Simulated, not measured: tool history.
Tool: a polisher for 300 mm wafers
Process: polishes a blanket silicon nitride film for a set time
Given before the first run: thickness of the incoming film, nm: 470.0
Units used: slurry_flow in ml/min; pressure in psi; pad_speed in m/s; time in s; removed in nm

run	day	slurry_flow	pressure	pad_speed	time	removed
1	0.000	305	3.1	1.32	30	50.350
2	0.279	260	3.1	1.32	30	49.405
3	0.471	255	2.9	1.32	30	47.038
4	0.546	255	2.7	1.32	30	43.936
5	0.821	255	1.9	1.32	30	33.659
6	1.158	290	1.9	1.32	30	33.484

Expected results for the next run?
7	1.425	290	2.0	1.32	30	?

removed: 34.561 nm
